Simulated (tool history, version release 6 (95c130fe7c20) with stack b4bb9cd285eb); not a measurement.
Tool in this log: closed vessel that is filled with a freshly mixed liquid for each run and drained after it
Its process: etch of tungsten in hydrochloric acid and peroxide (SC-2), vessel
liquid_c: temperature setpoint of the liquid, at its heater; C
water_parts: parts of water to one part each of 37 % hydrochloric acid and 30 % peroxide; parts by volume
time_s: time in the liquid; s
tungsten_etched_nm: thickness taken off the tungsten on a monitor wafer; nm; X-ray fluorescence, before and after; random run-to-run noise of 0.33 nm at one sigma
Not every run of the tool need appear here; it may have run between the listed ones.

{"run": 1, "hour": 0.0, "liquid_c": 54.0, "water_parts": 5, "time_s": 135, "tungsten_etched_nm": 51.968}
{"run": 2, "hour": 0.9, "liquid_c": 54.0, "water_parts": 5, "time_s": 135, "tungsten_etched_nm": 52.834}
{"run": 3, "hour": 6.1, "liquid_c": 54.0, "water_parts": 4, "time_s": 135, "tungsten_etched_nm": 60.311}
{"run": 4, "hour": 8.5, "liquid_c": 53.0, "water_parts": 4, "time_s": 135, "tungsten_etched_nm": 57.468}
{"run": 5, "hour": 17.1, "liquid_c": 52.0, "water_parts": 4, "time_s": 135, "tungsten_etched_nm": 53.425}
{"run": 6, "hour": 21.5, "liquid_c": 51.0, "water_parts": 4, "time_s": 135, "tungsten_etched_nm": 50.058}

Estimate the outcome of run 7 from the log above:
{"run": 7, "hour": 30.7, "liquid_c": 50.5, "water_parts": 4, "time_s": 135, "tungsten_etched_nm": "?"}

Run 7 measured tungsten_etched_nm 48.463 nm.

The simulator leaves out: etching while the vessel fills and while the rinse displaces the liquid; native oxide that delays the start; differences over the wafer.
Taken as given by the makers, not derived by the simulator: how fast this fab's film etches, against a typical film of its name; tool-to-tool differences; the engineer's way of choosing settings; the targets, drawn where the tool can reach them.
